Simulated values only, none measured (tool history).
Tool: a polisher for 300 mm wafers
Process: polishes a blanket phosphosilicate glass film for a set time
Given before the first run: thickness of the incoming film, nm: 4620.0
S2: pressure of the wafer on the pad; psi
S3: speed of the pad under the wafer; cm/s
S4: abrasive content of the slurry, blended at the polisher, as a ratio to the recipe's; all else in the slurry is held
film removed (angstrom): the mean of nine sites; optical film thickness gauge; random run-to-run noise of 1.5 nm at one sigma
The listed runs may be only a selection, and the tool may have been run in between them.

run 1 hour=0.0 | flow_of_slurry_(ml/min)=235 S2=2.6 S3=92 S4=1.00 polishing_time_(s)=69 | film_removed_(angstrom)=3494.8
run 2 hour=0.8 | flow_of_slurry_(ml/min)=265 S2=2.6 S3=92 S4=1.00 polishing_time_(s)=69 | film_removed_(angstrom)=3526.4
run 3 hour=5.7 | flow_of_slurry_(ml/min)=265 S2=2.3 S3=92 S4=1.00 polishing_time_(s)=69 | film_removed_(angstrom)=3238.2
run 4 hour=6.8 | flow_of_slurry_(ml/min)=265 S2=2.3 S3=92 S4=0.85 polishing_time_(s)=69 | film_removed_(angstrom)=2952.6
run 5 hour=14.9 | flow_of_slurry_(ml/min)=265 S2=2.3 S3=92 S4=0.65 polishing_time_(s)=69 | film_removed_(angstrom)=2538.7
run 6 hour=18.4 | flow_of_slurry_(ml/min)=265 S2=2.3 S3=92 S4=0.85 polishing_time_(s)=69 | film_removed_(angstrom)=2923.0
run 7 hour=25.7 | flow_of_slurry_(ml/min)=255 S2=2.1 S3=92 S4=0.85 polishing_time_(s)=69 | film_removed_(angstrom)=2753.0
run 8 hour=28.6 | flow_of_slurry_(ml/min)=255 S2=2.1 S3=92 S4=0.85 polishing_time_(s)=69 | film_removed_(angstrom)=2728.7
-- hour=36.1 slurry blender recalibrated
run 9 hour=36.1 | flow_of_slurry_(ml/min)=250 S2=2.0 S3=92 S4=0.85 polishing_time_(s)=69 | film_removed_(angstrom)=2856.6
run 10 hour=40.0 | flow_of_slurry_(ml/min)=270 S2=1.8 S3=92 S4=0.85 polishing_time_(s)=69 | film_removed_(angstrom)=2650.7

Run 11, settings as shown, results not yet in. Your forecast:
run 11 hour=44.5 | flow_of_slurry_(ml/min)=270 S2=1.6 S3=92 S4=0.85 polishing_time_(s)=69 | film_removed_(angstrom)=?

Run 11 came out at film removed (angstrom) 2470.0.

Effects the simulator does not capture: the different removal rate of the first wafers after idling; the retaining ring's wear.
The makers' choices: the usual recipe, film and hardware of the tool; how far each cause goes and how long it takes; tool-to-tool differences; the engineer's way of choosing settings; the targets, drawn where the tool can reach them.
